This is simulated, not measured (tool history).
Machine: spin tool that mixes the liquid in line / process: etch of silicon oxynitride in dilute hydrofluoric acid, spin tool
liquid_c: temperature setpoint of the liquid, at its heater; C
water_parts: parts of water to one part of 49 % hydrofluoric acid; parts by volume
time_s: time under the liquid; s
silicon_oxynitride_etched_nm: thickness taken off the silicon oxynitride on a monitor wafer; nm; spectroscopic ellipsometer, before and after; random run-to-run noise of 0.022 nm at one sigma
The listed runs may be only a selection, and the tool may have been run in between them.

run	hour	liquid_c	water_parts	time_s	silicon_oxynitride_etched_nm
1	0	24	165	85	1.2212
2	4.1	21.5	165	85	1.0807
3	9.2	21.5	190	85	0.91188
4	17.4	21.5	190	85	0.91854
5	22.1	20	190	85	0.87377
6	22.6	20	220	85	0.72375
7	24.3	23.5	190	85	1.0229
8	28.5	26	175	85	1.2133

What does the tool deliver on the next run?
9	29.9	27.5	160	85	?

{"run 9": {"silicon_oxynitride_etched_nm": 1.4912}}
